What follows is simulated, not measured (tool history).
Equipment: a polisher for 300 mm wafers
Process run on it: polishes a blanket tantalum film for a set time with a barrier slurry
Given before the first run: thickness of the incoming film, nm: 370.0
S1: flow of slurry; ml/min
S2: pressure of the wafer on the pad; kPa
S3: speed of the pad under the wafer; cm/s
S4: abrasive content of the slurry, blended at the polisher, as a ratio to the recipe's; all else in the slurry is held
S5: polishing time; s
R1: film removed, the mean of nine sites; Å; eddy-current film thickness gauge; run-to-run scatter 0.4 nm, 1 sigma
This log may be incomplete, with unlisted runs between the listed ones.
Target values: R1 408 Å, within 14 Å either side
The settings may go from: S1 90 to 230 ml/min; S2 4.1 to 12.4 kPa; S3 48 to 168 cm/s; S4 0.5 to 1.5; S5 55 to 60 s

{"run": 1, "hour": 0.0, "S1": 150, "S2": 8.3, "S3": 108, "S4": 1, "S5": 60, "R1": 612.98}
{"run": 2, "hour": 7.2, "S1": 175, "S2": 8.3, "S3": 108, "S4": 1, "S5": 60, "R1": 622.09}
{"run": 3, "hour": 10.6, "S1": 195, "S2": 8.3, "S3": 108, "S4": 1, "S5": 60, "R1": 620.8}
{"run": 4, "hour": 14.7, "S1": 195, "S2": 7.6, "S3": 108, "S4": 1, "S5": 60, "R1": 593.37}
{"run": 5, "hour": 17.7, "S1": 195, "S2": 6.9, "S3": 106, "S4": 1, "S5": 60, "R1": 515.53}
{"run": 6, "hour": 19.5, "S1": 195, "S2": 8.3, "S3": 106, "S4": 1, "S5": 60, "R1": 614.6}
{"run": 7, "hour": 25.1, "S1": 195, "S2": 7.6, "S3": 106, "S4": 1, "S5": 60, "R1": 573.55}
{"run": 8, "hour": 26.7, "S1": 195, "S2": 6.9, "S3": 106, "S4": 1, "S5": 60, "R1": 519.67}
{"run": 9, "hour": 34.1, "S1": 195, "S2": 6.2, "S3": 106, "S4": 1, "S5": 60, "R1": 466.8}

Which one of the following 4 next-run settings gets every result inside its allowed miss? There is exactly one.
{"run": "A", "hour": 41.5, "S1": 155, "S2": 5.5, "S3": 110, "S4": 0.8, "S5": 56, "R1": "?"}
{"run": "B", "hour": 41.5, "S1": 155, "S2": 7.6, "S3": 80, "S4": 1.05, "S5": 58, "R1": "?"}
{"run": "C", "hour": 41.5, "S1": 185, "S2": 8.3, "S3": 94, "S4": 1.1, "S5": 56, "R1": "?"}
{"run": "D", "hour": 41.5, "S1": 230, "S2": 5.5, "S3": 96, "S4": 1.15, "S5": 55, "R1": "?"}

move=A R1=365.11
move=B R1=412.17
move=C R1=525.99
move=D R1=371.49
A: takes the result that was furthest off past its target
B: each result inside its tolerance
C: its largest miss is bigger than the last run's
D: takes the result that was furthest off past its target
The move that meets every target is B.
